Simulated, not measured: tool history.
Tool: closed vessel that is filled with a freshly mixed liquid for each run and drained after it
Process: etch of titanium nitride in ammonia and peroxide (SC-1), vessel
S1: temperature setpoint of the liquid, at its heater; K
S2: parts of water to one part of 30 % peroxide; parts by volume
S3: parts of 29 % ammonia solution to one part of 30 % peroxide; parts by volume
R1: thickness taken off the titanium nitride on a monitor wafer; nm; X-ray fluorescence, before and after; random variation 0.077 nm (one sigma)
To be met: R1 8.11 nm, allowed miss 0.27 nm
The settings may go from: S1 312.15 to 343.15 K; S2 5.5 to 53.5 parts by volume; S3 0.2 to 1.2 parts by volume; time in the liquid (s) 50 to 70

run 1 day=0 | S1=328.15 S2=29.5 S3=0.85 time_in_the_liquid_(s)=70 | R1=2.7526
run 2 day=0.158 | S1=330.65 S2=29 S3=0.85 time_in_the_liquid_(s)=70 | R1=3.2905
run 3 day=0.538 | S1=330.65 S2=29 S3=0.6 time_in_the_liquid_(s)=70 | R1=3.0877
run 4 day=0.833 | S1=330.65 S2=29 S3=0.45 time_in_the_liquid_(s)=70 | R1=2.9403
run 5 day=1.062 | S1=332.65 S2=27.5 S3=0.45 time_in_the_liquid_(s)=70 | R1=3.384
run 6 day=1.379 | S1=338.15 S2=27.5 S3=0.45 time_in_the_liquid_(s)=70 | R1=4.9345
run 7 day=1.6 | S1=339.15 S2=26 S3=0.45 time_in_the_liquid_(s)=70 | R1=5.3826
run 8 day=1.908 | S1=339.65 S2=24.5 S3=0.45 time_in_the_liquid_(s)=70 | R1=5.7893
run 9 day=2.142 | S1=340.15 S2=23.5 S3=0.45 time_in_the_liquid_(s)=70 | R1=5.9934
run 10 day=2.462 | S1=340.65 S2=22.5 S3=0.45 time_in_the_liquid_(s)=70 | R1=6.4972
run 11 day=2.712 | S1=341.15 S2=22 S3=0.45 time_in_the_liquid_(s)=70 | R1=6.7836
run 12 day=2.838 | S1=341.65 S2=21.5 S3=0.45 time_in_the_liquid_(s)=70 | R1=7.1674
run 13 day=3.008 | S1=342.65 S2=21 S3=0.45 time_in_the_liquid_(s)=70 | R1=7.7069

Which of these 4 next moves meets every target?
run A day=3.179 | S1=338.65 S2=16.5 S3=0.9 time_in_the_liquid_(s)=70 | R1=?
run B day=3.179 | S1=343.15 S2=22.5 S3=0.35 time_in_the_liquid_(s)=70 | R1=?
run C day=3.179 | S1=334.65 S2=5.5 S3=0.2 time_in_the_liquid_(s)=70 | R1=?
run D day=3.179 | S1=342.65 S2=20 S3=0.45 time_in_the_liquid_(s)=65 | R1=?

move=A R1=7.6155
move=B R1=7.152
move=C R1=7.9941
move=D R1=7.2155
A: further off than the last run
B: further off than the last run
C: meets every target
D: further off than the last run
Answer: C

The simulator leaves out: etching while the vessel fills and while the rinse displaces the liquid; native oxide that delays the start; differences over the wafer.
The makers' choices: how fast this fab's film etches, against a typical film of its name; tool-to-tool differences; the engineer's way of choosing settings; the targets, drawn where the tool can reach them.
